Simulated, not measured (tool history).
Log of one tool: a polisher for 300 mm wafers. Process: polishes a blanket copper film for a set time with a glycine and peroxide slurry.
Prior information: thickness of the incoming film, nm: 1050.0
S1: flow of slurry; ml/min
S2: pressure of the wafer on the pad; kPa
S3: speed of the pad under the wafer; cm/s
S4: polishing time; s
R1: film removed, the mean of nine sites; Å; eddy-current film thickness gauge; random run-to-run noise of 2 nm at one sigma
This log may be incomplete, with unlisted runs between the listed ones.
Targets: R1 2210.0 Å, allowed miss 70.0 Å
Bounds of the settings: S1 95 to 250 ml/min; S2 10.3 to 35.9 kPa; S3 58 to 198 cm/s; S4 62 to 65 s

| run | hour | S1 | S2 | S3 | S4 | R1 |
|---|---|---|---|---|---|---|
| 1 | 0.0 | 160 | 22.8 | 128 | 62 | 3875.5 |
| 2 | 0.6 | 160 | 22.8 | 148 | 62 | 4349.1 |
| 3 | 8.3 | 160 | 19.3 | 148 | 62 | 3874.2 |
| 4 | 10.4 | 160 | 19.3 | 148 | 62 | 3884.3 |
| 5 | 18.8 | 160 | 23.4 | 148 | 62 | 4533.0 |
| 6 | 19.8 | 160 | 23.4 | 148 | 65 | 4660.1 |
| 7 | 26.0 | 160 | 22.1 | 144 | 65 | 4379.0 |
| 8 | 34.1 | 140 | 15.2 | 108 | 64 | 2573.3 |
| 9 | 41.0 | 140 | 14.5 | 108 | 64 | 2489.8 |
| 10 | 43.8 | 130 | 13.1 | 108 | 64 | 2305.5 |

Consider the 5 candidate settings below. Which is the only one whose results all fall within their allowed miss of target?
| A | 46.6 | 125 | 12.4 | 100 | 62 | ? |
| B | 46.6 | 125 | 14.5 | 92 | 65 | ? |
| C | 46.6 | 125 | 15.2 | 84 | 62 | ? |
| D | 46.6 | 120 | 13.8 | 92 | 62 | ? |
| E | 46.6 | 115 | 11.0 | 104 | 65 | ? |

| move | R1 |
|---|---|
| A | 2046.1 |
| B | 2224.5 |
| C | 2051.9 |
| D | 2038.3 |
| E | 2014.5 |
A: pushes the last run's worst result past its target
B: every result lands within tolerance
C: pushes the last run's worst result past its target
D: pushes the last run's worst result past its target
E: pushes the last run's worst result past its target
Correct choice: B, which meets every target

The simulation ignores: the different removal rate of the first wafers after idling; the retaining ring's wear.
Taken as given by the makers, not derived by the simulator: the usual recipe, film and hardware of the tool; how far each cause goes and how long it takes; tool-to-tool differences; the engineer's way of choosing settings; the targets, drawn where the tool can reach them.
